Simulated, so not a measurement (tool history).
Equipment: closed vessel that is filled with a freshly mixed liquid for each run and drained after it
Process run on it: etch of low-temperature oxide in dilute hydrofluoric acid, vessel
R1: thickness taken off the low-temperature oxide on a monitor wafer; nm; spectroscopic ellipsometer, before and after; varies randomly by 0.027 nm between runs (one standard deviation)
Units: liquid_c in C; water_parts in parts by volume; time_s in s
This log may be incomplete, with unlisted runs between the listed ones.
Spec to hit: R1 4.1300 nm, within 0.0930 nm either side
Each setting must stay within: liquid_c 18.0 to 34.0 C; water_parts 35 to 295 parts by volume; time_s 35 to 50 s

{"run": 1, "hour": 0.0, "liquid_c": 26.0, "water_parts": 165, "time_s": 50, "R1": 7.3807}
{"run": 2, "hour": 7.6, "liquid_c": 24.0, "water_parts": 175, "time_s": 50, "R1": 6.4791}
{"run": 3, "hour": 10.0, "liquid_c": 24.0, "water_parts": 130, "time_s": 50, "R1": 9.0882}
{"run": 4, "hour": 16.4, "liquid_c": 24.0, "water_parts": 130, "time_s": 50, "R1": 9.0904}
{"run": 5, "hour": 24.9, "liquid_c": 24.0, "water_parts": 130, "time_s": 35, "R1": 6.3517}
{"run": 6, "hour": 26.3, "liquid_c": 22.5, "water_parts": 140, "time_s": 35, "R1": 5.5311}
{"run": 7, "hour": 33.3, "liquid_c": 21.5, "water_parts": 140, "time_s": 35, "R1": 5.3548}
{"run": 8, "hour": 39.6, "liquid_c": 20.5, "water_parts": 140, "time_s": 35, "R1": 5.1048}
{"run": 9, "hour": 43.9, "liquid_c": 20.0, "water_parts": 140, "time_s": 35, "R1": 5.0097}
{"run": 10, "hour": 45.7, "liquid_c": 19.5, "water_parts": 145, "time_s": 35, "R1": 4.7186}
{"run": 11, "hour": 47.1, "liquid_c": 19.5, "water_parts": 145, "time_s": 35, "R1": 4.7259}
{"run": 12, "hour": 51.7, "liquid_c": 19.0, "water_parts": 145, "time_s": 35, "R1": 4.6132}
{"run": 13, "hour": 59.6, "liquid_c": 18.5, "water_parts": 145, "time_s": 35, "R1": 4.5678}
{"run": 14, "hour": 63.8, "liquid_c": 18.5, "water_parts": 150, "time_s": 35, "R1": 4.3468}
{"run": 15, "hour": 69.1, "liquid_c": 18.0, "water_parts": 150, "time_s": 35, "R1": 4.2883}

Below are 4 possible settings for the next run. Only one of them brings all results inside the allowed miss of their targets. Which is it?
{"run": "A", "hour": 74.4, "liquid_c": 18.0, "water_parts": 165, "time_s": 35, "R1": "?"}
{"run": "B", "hour": 74.4, "liquid_c": 19.0, "water_parts": 160, "time_s": 35, "R1": "?"}
{"run": "C", "hour": 74.4, "liquid_c": 18.5, "water_parts": 200, "time_s": 50, "R1": "?"}
{"run": "D", "hour": 74.4, "liquid_c": 18.0, "water_parts": 160, "time_s": 35, "R1": "?"}

move=A R1=3.8342
move=B R1=4.1362
move=C R1=4.4571
move=D R1=3.9734
A: takes the result that was furthest off past its target
B: in spec on every target
C: the biggest miss grows against the last run
D: takes the result that was furthest off past its target
Correct choice: B, which meets every target
